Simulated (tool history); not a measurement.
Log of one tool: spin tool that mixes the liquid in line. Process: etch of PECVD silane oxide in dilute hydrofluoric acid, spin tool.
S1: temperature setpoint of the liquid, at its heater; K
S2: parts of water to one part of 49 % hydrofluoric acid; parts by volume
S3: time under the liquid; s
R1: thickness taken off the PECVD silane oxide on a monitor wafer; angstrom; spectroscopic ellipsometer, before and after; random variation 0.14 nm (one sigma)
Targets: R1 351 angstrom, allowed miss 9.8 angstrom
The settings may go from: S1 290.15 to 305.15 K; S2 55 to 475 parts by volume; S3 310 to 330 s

run 1 day=0 | S1=297.15 S2=265 S3=310 | R1=144.18
run 2 day=0.254 | S1=297.15 S2=265 S3=310 | R1=143.79
run 3 day=0.483 | S1=299.65 S2=265 S3=310 | R1=157.92
run 4 day=0.542 | S1=299.65 S2=355 S3=310 | R1=107.45
run 5 day=0.788 | S1=301.15 S2=295 S3=310 | R1=142.33
run 6 day=1.108 | S1=301.15 S2=295 S3=310 | R1=143.31
-- day=1.412 thermometer replaced
run 7 day=1.412 | S1=302.15 S2=245 S3=310 | R1=177.43
run 8 day=1.65 | S1=305.15 S2=140 S3=310 | R1=392.46

Which of these 5 next moves meets every target?
run A day=1.888 | S1=304.15 S2=150 S3=315 | R1=?
run B day=1.888 | S1=305.15 S2=150 S3=325 | R1=?
run C day=1.888 | S1=303.15 S2=140 S3=330 | R1=?
run D day=1.888 | S1=302.65 S2=135 S3=330 | R1=?
run E day=1.888 | S1=303.65 S2=155 S3=310 | R1=?

move=A R1=354.05
move=B R1=378.45
move=C R1=388.54
move=D R1=398.29
move=E R1=329.05
A: meets every target
B: nearer than the last run, and not there yet
C: nearer than the last run, and not there yet
D: further off than the last run
E: takes the result that was furthest off past its target
The right move is A.
